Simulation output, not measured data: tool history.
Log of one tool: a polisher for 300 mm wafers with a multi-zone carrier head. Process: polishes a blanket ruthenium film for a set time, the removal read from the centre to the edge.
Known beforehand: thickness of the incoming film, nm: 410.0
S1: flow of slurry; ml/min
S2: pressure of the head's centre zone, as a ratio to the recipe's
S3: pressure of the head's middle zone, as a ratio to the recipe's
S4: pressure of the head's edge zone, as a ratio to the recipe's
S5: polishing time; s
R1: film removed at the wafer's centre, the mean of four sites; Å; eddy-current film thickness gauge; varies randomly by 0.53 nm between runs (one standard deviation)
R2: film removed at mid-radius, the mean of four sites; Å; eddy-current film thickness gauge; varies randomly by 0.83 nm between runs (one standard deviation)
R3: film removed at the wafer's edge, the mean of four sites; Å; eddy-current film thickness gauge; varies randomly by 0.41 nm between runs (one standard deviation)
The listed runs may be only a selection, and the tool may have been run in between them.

Run 1, day 0: S1 120 ml/min, S2 1, S3 1, S4 1, S5 75 s. Result: R1 590.93 Å, R2 594.7 Å, R3 595.07 Å.
Run 2, day 0.183: S1 135 ml/min, S2 1, S3 1, S4 1, S5 75 s. Result: R1 606.1 Å, R2 602.98 Å, R3 609.41 Å.
Run 3, day 0.55: S1 145 ml/min, S2 1.01, S3 1.03, S4 1, S5 75 s. Result: R1 607.8 Å, R2 629.96 Å, R3 607.73 Å.
Run 4, day 0.75: S1 155 ml/min, S2 1.03, S3 1.05, S4 1.01, S5 76 s. Result: R1 642.91 Å, R2 666.68 Å, R3 620.63 Å.
At day 0.929: edge zone pressure recalibrated.
Run 5, day 0.929: S1 155 ml/min, S2 1.03, S3 1.05, S4 1.06, S5 76 s. Result: R1 645.86 Å, R2 668.26 Å, R3 657.8 Å.
Run 6, day 1.108: S1 160 ml/min, S2 1.04, S3 1.06, S4 1.05, S5 76 s. Result: R1 651.17 Å, R2 679.75 Å, R3 649.65 Å.
Run 7, day 1.4: S1 165 ml/min, S2 1.05, S3 1.07, S4 1.05, S5 76 s. Result: R1 657.62 Å, R2 673.95 Å, R3 664.26 Å.

Expected results for the next run?
Run 8, day 1.642: S1 165 ml/min, S2 1.05, S3 1.07, S4 1.05, S5 76 s. Result: R1 ?, R2 ?, R3 ?.

{"run 8": {"R1": 657.47, "R2": 671.47, "R3": 656.85}}

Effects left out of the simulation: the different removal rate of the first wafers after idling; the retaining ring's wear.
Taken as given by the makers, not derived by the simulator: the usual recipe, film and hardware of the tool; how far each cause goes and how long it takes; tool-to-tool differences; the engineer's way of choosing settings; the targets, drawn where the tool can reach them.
